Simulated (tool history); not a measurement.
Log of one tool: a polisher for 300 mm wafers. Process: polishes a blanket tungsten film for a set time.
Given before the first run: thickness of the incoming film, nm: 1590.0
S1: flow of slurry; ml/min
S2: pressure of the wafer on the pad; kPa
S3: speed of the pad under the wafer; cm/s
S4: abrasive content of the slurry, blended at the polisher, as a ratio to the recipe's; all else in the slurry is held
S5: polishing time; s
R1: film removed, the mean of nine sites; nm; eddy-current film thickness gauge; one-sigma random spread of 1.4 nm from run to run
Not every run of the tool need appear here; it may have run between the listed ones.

run,day,S1,S2,S3,S4,S5,R1
1,0,315,19.3,92,1,41,125.03
2,0.362,315,19.3,102,1,41,137.41
3,0.421,315,21.4,102,1,41,153.33
4,0.754,315,22.8,102,1,41,163.19
5,0.992,315,24.1,102,1,41,171.12
6,1.346,315,24.8,102,1,41,176.39

The next listed run, before its measurement:
7,1.525,315,25.5,102,1,41,?

R1: 182.91 nm
